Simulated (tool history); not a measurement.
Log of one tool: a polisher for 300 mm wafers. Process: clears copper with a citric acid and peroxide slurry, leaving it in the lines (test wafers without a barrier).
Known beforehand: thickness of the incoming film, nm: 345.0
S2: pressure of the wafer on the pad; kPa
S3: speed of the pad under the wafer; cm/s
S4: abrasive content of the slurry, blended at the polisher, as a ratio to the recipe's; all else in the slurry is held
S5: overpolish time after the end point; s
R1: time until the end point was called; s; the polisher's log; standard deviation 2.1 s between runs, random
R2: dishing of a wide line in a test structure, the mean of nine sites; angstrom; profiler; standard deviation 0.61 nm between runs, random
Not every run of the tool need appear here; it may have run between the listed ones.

run 1 day=0.000 | flow_of_slurry_(ml/min)=220 S2=24.1 S3=106 S4=1.00 S5=20 | R1=123.85 R2=337.42
run 2 day=0.125 | flow_of_slurry_(ml/min)=220 S2=24.1 S3=106 S4=0.95 S5=20 | R1=125.55 R2=349.14
run 3 day=0.396 | flow_of_slurry_(ml/min)=215 S2=22.8 S3=106 S4=0.90 S5=21 | R1=133.03 R2=330.32
run 4 day=0.521 | flow_of_slurry_(ml/min)=215 S2=22.8 S3=106 S4=0.75 S5=21 | R1=137.13 R2=334.84
run 5 day=0.758 | flow_of_slurry_(ml/min)=215 S2=22.1 S3=106 S4=0.75 S5=22 | R1=144.26 R2=336.20
run 6 day=0.862 | flow_of_slurry_(ml/min)=215 S2=22.1 S3=106 S4=0.90 S5=22 | R1=137.71 R2=339.70
run 7 day=0.954 | flow_of_slurry_(ml/min)=210 S2=21.4 S3=106 S4=0.90 S5=23 | R1=140.82 R2=345.21
run 8 day=1.025 | flow_of_slurry_(ml/min)=210 S2=20.7 S3=106 S4=0.90 S5=24 | R1=148.62 R2=346.93

For run 9, what comes out?
run 9 day=1.225 | flow_of_slurry_(ml/min)=210 S2=20.0 S3=106 S4=0.90 S5=25 | R1=? R2=?

{"run 9": {"R1": 147.36, "R2": 357.38}}
